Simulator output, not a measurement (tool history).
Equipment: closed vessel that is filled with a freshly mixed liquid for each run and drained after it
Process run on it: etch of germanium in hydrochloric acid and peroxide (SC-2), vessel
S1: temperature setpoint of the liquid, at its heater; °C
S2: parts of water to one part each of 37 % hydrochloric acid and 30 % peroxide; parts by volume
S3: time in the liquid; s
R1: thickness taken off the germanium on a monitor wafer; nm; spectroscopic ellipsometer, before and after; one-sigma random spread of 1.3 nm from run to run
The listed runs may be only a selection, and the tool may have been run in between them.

run 1 hour=0.0 | S1=61.0 S2=9.5 S3=100 | R1=367.84
run 2 hour=8.6 | S1=59.0 S2=9.5 S3=100 | R1=348.46
run 3 hour=11.9 | S1=59.0 S2=9.5 S3=105 | R1=365.93
run 4 hour=18.9 | S1=64.0 S2=9.5 S3=105 | R1=423.15
run 5 hour=23.2 | S1=60.5 S2=10.0 S3=105 | R1=382.84
run 6 hour=29.8 | S1=60.5 S2=10.0 S3=105 | R1=380.95
run 7 hour=36.3 | S1=58.0 S2=10.0 S3=105 | R1=353.68
run 8 hour=41.0 | S1=56.0 S2=10.0 S3=105 | R1=331.98

For run 9, what comes out?
run 9 hour=43.9 | S1=55.0 S2=10.0 S3=105 | R1=?

Logged for run 9: R1 325.06 nm.
